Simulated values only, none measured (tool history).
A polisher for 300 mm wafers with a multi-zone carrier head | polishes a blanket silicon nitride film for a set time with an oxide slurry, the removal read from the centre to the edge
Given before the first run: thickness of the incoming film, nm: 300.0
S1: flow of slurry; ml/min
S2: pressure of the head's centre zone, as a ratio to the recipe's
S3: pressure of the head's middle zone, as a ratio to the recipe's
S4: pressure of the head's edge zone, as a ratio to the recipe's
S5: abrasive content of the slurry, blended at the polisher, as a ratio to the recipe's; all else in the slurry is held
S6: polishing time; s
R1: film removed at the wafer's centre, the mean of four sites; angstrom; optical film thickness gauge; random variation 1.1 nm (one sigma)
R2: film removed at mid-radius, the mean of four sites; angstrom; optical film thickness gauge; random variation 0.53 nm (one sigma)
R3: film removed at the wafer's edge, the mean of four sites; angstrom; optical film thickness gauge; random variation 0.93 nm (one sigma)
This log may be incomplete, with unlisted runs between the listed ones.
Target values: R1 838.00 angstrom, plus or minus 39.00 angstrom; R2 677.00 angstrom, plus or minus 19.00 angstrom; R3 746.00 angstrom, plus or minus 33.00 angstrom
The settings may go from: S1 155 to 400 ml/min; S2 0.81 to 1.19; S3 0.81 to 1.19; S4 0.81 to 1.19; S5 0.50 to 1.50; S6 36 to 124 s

{"run": 1, "hour": 0.0, "S1": 255, "S2": 1.0, "S3": 1.0, "S4": 1.0, "S5": 1.0, "S6": 79, "R1": 876.48, "R2": 891.24, "R3": 889.63}
{"run": 2, "hour": 1.1, "S1": 250, "S2": 1.02, "S3": 0.96, "S4": 0.98, "S5": 0.95, "S6": 79, "R1": 862.84, "R2": 824.41, "R3": 862.18}
{"run": 3, "hour": 7.1, "S1": 250, "S2": 1.02, "S3": 0.88, "S4": 0.98, "S5": 0.95, "S6": 79, "R1": 865.46, "R2": 789.16, "R3": 853.65}
{"run": 4, "hour": 8.3, "S1": 245, "S2": 1.03, "S3": 0.87, "S4": 0.96, "S5": 0.9, "S6": 79, "R1": 856.07, "R2": 751.32, "R3": 819.17}
{"run": 5, "hour": 12.0, "S1": 245, "S2": 1.03, "S3": 0.87, "S4": 0.96, "S5": 0.9, "S6": 88, "R1": 956.1, "R2": 852.16, "R3": 904.65}
{"run": 6, "hour": 20.2, "S1": 245, "S2": 1.03, "S3": 0.87, "S4": 0.96, "S5": 0.9, "S6": 103, "R1": 1139.9, "R2": 991.08, "R3": 1081.4}
{"run": 7, "hour": 25.9, "S1": 240, "S2": 1.04, "S3": 0.86, "S4": 0.95, "S5": 0.8, "S6": 101, "R1": 1018.7, "R2": 878.35, "R3": 981.68}
{"run": 8, "hour": 27.1, "S1": 225, "S2": 1.13, "S3": 0.85, "S4": 0.85, "S5": 0.55, "S6": 99, "R1": 755.13, "R2": 634.4, "R3": 652.31}
{"run": 9, "hour": 35.1, "S1": 240, "S2": 1.13, "S3": 0.85, "S4": 0.87, "S5": 0.55, "S6": 99, "R1": 764.87, "R2": 636.42, "R3": 668.62}
{"run": 10, "hour": 41.1, "S1": 245, "S2": 1.13, "S3": 0.85, "S4": 0.89, "S5": 0.55, "S6": 99, "R1": 755.55, "R2": 630.11, "R3": 669.02}
{"run": 11, "hour": 49.3, "S1": 245, "S2": 1.13, "S3": 0.85, "S4": 0.9, "S5": 0.55, "S6": 99, "R1": 773.86, "R2": 629.79, "R3": 686.99}
{"run": 12, "hour": 51.0, "S1": 245, "S2": 1.13, "S3": 0.86, "S4": 0.91, "S5": 0.55, "S6": 99, "R1": 769.25, "R2": 633.39, "R3": 688.5}
{"run": 13, "hour": 55.1, "S1": 245, "S2": 1.13, "S3": 0.86, "S4": 0.92, "S5": 0.55, "S6": 99, "R1": 761.29, "R2": 631.87, "R3": 682.06}
{"run": 14, "hour": 59.4, "S1": 250, "S2": 1.13, "S3": 0.85, "S4": 0.92, "S5": 0.55, "S6": 99, "R1": 775.91, "R2": 636.7, "R3": 689.78}
{"run": 15, "hour": 68.2, "S1": 310, "S2": 1.15, "S3": 0.86, "S4": 0.99, "S5": 0.6, "S6": 99, "R1": 876.68, "R2": 711.31, "R3": 800.98}
{"run": 16, "hour": 72.7, "S1": 300, "S2": 1.15, "S3": 0.86, "S4": 0.98, "S5": 0.6, "S6": 99, "R1": 861.83, "R2": 714.31, "R3": 783.62}
{"run": 17, "hour": 75.4, "S1": 290, "S2": 1.15, "S3": 0.86, "S4": 0.98, "S5": 0.6, "S6": 99, "R1": 873.08, "R2": 716.5, "R3": 773.21}
{"run": 18, "hour": 77.8, "S1": 285, "S2": 1.15, "S3": 0.85, "S4": 0.97, "S5": 0.6, "S6": 99, "R1": 880.22, "R2": 702.65, "R3": 774.7}
{"run": 19, "hour": 81.8, "S1": 265, "S2": 1.12, "S3": 0.84, "S4": 0.93, "S5": 0.55, "S6": 99, "R1": 774.92, "R2": 640.31, "R3": 704.97}
{"run": 20, "hour": 84.5, "S1": 275, "S2": 1.13, "S3": 0.84, "S4": 0.94, "S5": 0.55, "S6": 99, "R1": 784.6, "R2": 637.44, "R3": 694.45}
{"run": 21, "hour": 87.7, "S1": 255, "S2": 1.15, "S3": 0.85, "S4": 0.98, "S5": 0.7, "S6": 99, "R1": 983.91, "R2": 790.47, "R3": 872.29}
{"run": 22, "hour": 88.8, "S1": 255, "S2": 1.14, "S3": 0.84, "S4": 0.96, "S5": 0.7, "S6": 99, "R1": 963.97, "R2": 783.61, "R3": 857.75}
{"run": 23, "hour": 93.5, "S1": 250, "S2": 1.13, "S3": 0.83, "S4": 0.95, "S5": 0.7, "S6": 99, "R1": 958.27, "R2": 775.24, "R3": 878.85}
{"run": 24, "hour": 99.2, "S1": 250, "S2": 1.13, "S3": 0.83, "S4": 0.93, "S5": 0.7, "S6": 99, "R1": 950.05, "R2": 770.71, "R3": 862.13}
{"run": 25, "hour": 107.8, "S1": 245, "S2": 1.13, "S3": 0.83, "S4": 0.91, "S5": 0.7, "S6": 99, "R1": 940.64, "R2": 780.43, "R3": 839.98}
{"run": 26, "hour": 115.2, "S1": 235, "S2": 1.13, "S3": 0.83, "S4": 0.9, "S5": 0.7, "S6": 99, "R1": 955.62, "R2": 768.63, "R3": 842.69}
{"run": 27, "hour": 122.3, "S1": 230, "S2": 1.12, "S3": 0.83, "S4": 0.89, "S5": 0.7, "S6": 99, "R1": 942.46, "R2": 770.29, "R3": 832.58}
{"run": 28, "hour": 126.4, "S1": 210, "S2": 1.11, "S3": 0.81, "S4": 0.89, "S5": 0.5, "S6": 98, "R1": 670.44, "R2": 542.56, "R3": 596.11}
{"run": 29, "hour": 133.4, "S1": 280, "S2": 1.12, "S3": 0.83, "S4": 0.96, "S5": 0.5, "S6": 98, "R1": 699.41, "R2": 577.32, "R3": 646.32}
{"run": 30, "hour": 134.3, "S1": 285, "S2": 1.13, "S3": 0.84, "S4": 0.97, "S5": 0.5, "S6": 98, "R1": 698.15, "R2": 568.12, "R3": 652.06}

5 candidate next runs follow, results not yet known. Just one meets every target within its allowed miss. Identify it.
{"run": "A", "hour": 135.2, "S1": 270, "S2": 1.18, "S3": 0.87, "S4": 1.01, "S5": 0.55, "S6": 104, "R1": "?", "R2": "?", "R3": "?"}
{"run": "B", "hour": 135.2, "S1": 320, "S2": 0.84, "S3": 1.11, "S4": 0.87, "S5": 0.55, "S6": 86, "R1": "?", "R2": "?", "R3": "?"}
{"run": "C", "hour": 135.2, "S1": 305, "S2": 1.12, "S3": 0.88, "S4": 0.97, "S5": 0.55, "S6": 107, "R1": "?", "R2": "?", "R3": "?"}
{"run": "D", "hour": 135.2, "S1": 255, "S2": 1.09, "S3": 0.91, "S4": 0.96, "S5": 0.6, "S6": 103, "R1": "?", "R2": "?", "R3": "?"}
{"run": "E", "hour": 135.2, "S1": 300, "S2": 0.94, "S3": 0.92, "S4": 0.96, "S5": 0.5, "S6": 85, "R1": "?", "R2": "?", "R3": "?"}

move=A R1=844.59 R2=680.46 R3=763.14
move=B R1=568.38 R2=670.67 R3=598.79
move=C R1=850.24 R2=714.66 R3=779.07
move=D R1=853.00 R2=747.45 R3=798.05
move=E R1=542.43 R2=527.89 R3=556.94
A: every result within its allowed miss
B: gets the furthest-off result to its target, but another result is out of tolerance
C: takes the result that was furthest off past its target
D: takes the result that was furthest off past its target
E: the biggest miss grows against the last run
Answer: A
